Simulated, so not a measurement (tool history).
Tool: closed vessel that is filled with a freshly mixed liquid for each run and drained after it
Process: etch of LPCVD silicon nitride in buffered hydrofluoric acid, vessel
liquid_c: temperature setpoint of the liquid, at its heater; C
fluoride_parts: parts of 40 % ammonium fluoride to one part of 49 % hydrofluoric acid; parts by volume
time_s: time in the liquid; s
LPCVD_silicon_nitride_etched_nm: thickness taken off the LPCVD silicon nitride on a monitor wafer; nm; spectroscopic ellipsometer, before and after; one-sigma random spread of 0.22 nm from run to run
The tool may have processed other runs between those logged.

run	day	liquid_c	fluoride_parts	time_s	LPCVD_silicon_nitride_etched_nm
1	0.000	21.0	16.5	1950	14.820
2	0.033	22.0	16.5	1950	15.372
3	0.354	22.0	13.0	1950	19.781
4	0.562	22.0	9.0	1950	27.021
5	0.717	21.5	9.0	1950	26.731
6	0.954	21.0	9.0	1950	25.820
7	1.092	20.5	9.0	1950	24.562

Run 8, settings as shown, results not yet in. Your forecast:
8	1.329	20.5	9.0	1950	?

Run 8 gave LPCVD_silicon_nitride_etched_nm 24.820 nm.
